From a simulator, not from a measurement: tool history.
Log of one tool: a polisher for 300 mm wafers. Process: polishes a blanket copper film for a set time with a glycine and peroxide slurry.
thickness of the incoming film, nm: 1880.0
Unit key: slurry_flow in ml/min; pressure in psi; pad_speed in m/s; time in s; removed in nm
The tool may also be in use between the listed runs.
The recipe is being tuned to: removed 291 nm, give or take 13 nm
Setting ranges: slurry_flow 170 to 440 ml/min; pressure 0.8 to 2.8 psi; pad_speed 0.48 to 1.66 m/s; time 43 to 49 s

| run | hour | slurry_flow | pressure | pad_speed | time | removed |
|---|---|---|---|---|---|---|
| 1 | 0 | 280 | 1.8 | 1.06 | 49 | 200.09 |
| 2 | 7.8 | 280 | 1.9 | 1.06 | 49 | 207.7 |
| 3 | 9.2 | 280 | 2 | 1.06 | 49 | 217.9 |
| 4 | 11.3 | 280 | 2 | 0.8 | 49 | 176.65 |
| 5 | 11.9 | 280 | 2 | 0.8 | 49 | 176.85 |
| 6 | 16.3 | 280 | 2 | 0.8 | 43 | 152.36 |
| 7 | 20 | 280 | 2.1 | 0.86 | 43 | 165.97 |
| 8 | 24.9 | 280 | 2.2 | 0.92 | 43 | 188.35 |
| 9 | 31.1 | 280 | 2.7 | 1.08 | 44 | 253.91 |
| 10 | 37.7 | 280 | 2.7 | 1.1 | 44 | 264.02 |
| 11 | 41.7 | 280 | 2.7 | 1.12 | 44 | 263.37 |
| 12 | 48.6 | 280 | 2.7 | 1.12 | 44 | 261.41 |

4 candidate next runs follow, results not yet known. Just one meets every target within its allowed miss. Identify it.
| A | 55.5 | 280 | 2.8 | 1.2 | 49 | ? |
| B | 55.5 | 275 | 2.7 | 1.3 | 49 | ? |
| C | 55.5 | 260 | 2.8 | 1 | 46 | ? |
| D | 55.5 | 245 | 2.8 | 1.08 | 49 | ? |

| move | removed |
|---|---|
| A | 313.08 |
| B | 324.53 |
| C | 250.86 |
| D | 283.55 |
A: takes the result that was furthest off past its target
B: takes the result that was furthest off past its target
C: the biggest miss grows against the last run
D: in spec on every target
Answer: D

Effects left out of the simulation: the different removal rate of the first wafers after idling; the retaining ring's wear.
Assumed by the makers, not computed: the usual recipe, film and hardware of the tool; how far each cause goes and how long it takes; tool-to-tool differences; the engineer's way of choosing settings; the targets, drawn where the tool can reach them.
